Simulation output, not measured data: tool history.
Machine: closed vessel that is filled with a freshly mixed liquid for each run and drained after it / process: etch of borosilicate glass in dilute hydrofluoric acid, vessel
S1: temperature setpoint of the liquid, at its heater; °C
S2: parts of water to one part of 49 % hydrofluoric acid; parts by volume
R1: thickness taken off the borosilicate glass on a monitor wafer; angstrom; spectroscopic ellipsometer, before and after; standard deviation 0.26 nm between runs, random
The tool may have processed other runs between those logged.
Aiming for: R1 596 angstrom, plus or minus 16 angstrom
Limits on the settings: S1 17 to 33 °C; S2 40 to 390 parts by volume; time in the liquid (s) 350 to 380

{"run": 1, "hour": 0.0, "S1": 25, "S2": 215, "time in the liquid (s)": 350, "R1": 333.08}
{"run": 2, "hour": 7.6, "S1": 25, "S2": 215, "time in the liquid (s)": 380, "R1": 359.52}
{"run": 3, "hour": 11.5, "S1": 27, "S2": 205, "time in the liquid (s)": 380, "R1": 409.75}
{"run": 4, "hour": 14.6, "S1": 28.5, "S2": 195, "time in the liquid (s)": 380, "R1": 456.79}
{"run": 5, "hour": 16.1, "S1": 28.5, "S2": 195, "time in the liquid (s)": 350, "R1": 423.3}
{"run": 6, "hour": 18.0, "S1": 25.5, "S2": 195, "time in the liquid (s)": 350, "R1": 379.99}
{"run": 7, "hour": 26.0, "S1": 27.5, "S2": 185, "time in the liquid (s)": 350, "R1": 432.27}
{"run": 8, "hour": 30.2, "S1": 29, "S2": 180, "time in the liquid (s)": 350, "R1": 477.04}
{"run": 9, "hour": 30.9, "S1": 30, "S2": 175, "time in the liquid (s)": 350, "R1": 507.22}
{"run": 10, "hour": 35.6, "S1": 30, "S2": 175, "time in the liquid (s)": 350, "R1": 510.46}

Which of these 5 next moves meets every target?
{"run": "A", "hour": 40.3, "S1": 31.5, "S2": 155, "time in the liquid (s)": 365, "R1": "?"}
{"run": "B", "hour": 40.3, "S1": 29.5, "S2": 135, "time in the liquid (s)": 350, "R1": "?"}
{"run": "C", "hour": 40.3, "S1": 31, "S2": 160, "time in the liquid (s)": 355, "R1": "?"}
{"run": "D", "hour": 40.3, "S1": 32, "S2": 160, "time in the liquid (s)": 380, "R1": "?"}
{"run": "E", "hour": 40.3, "S1": 28.5, "S2": 185, "time in the liquid (s)": 370, "R1": "?"}

move=A R1=646.08
move=B R1=679.92
move=C R1=594.13
move=D R1=658.69
move=E R1=474.93
A: carries the result that was furthest off beyond its target, to the other side
B: carries the result that was furthest off beyond its target, to the other side
C: all results in spec
D: carries the result that was furthest off beyond its target, to the other side
E: lands further from the targets than the last run did
Move C is the one to make.
